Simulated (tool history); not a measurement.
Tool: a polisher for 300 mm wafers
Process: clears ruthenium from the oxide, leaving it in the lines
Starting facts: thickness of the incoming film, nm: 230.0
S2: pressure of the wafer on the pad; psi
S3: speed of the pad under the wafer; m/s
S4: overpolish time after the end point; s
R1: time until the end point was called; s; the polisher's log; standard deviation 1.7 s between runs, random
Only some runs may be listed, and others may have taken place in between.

run 1 hour=0 | flow_of_slurry_(ml/min)=235 S2=2.7 S3=1.22 S4=36 | R1=128.4
run 2 hour=2.2 | flow_of_slurry_(ml/min)=185 S2=2.7 S3=1.22 S4=36 | R1=134.37
run 3 hour=3.6 | flow_of_slurry_(ml/min)=140 S2=2.7 S3=1.22 S4=36 | R1=140.9
run 4 hour=12.3 | flow_of_slurry_(ml/min)=145 S2=2.9 S3=1.24 S4=36 | R1=128.65
run 5 hour=21.4 | flow_of_slurry_(ml/min)=150 S2=3 S3=1.24 S4=36 | R1=122.94
run 6 hour=22.1 | flow_of_slurry_(ml/min)=150 S2=2.7 S3=1.24 S4=36 | R1=138.26
run 7 hour=23.1 | flow_of_slurry_(ml/min)=155 S2=2.9 S3=1.24 S4=36 | R1=127.75
run 8 hour=31.6 | flow_of_slurry_(ml/min)=160 S2=3 S3=1.24 S4=36 | R1=120.52
run 9 hour=36.4 | flow_of_slurry_(ml/min)=165 S2=3.1 S3=1.24 S4=36 | R1=116.93

Run 10, settings as shown, results not yet in. Your forecast:
run 10 hour=39.6 | flow_of_slurry_(ml/min)=170 S2=3.2 S3=1.24 S4=36 | R1=?

{"run 10": {"R1": 115.24}}
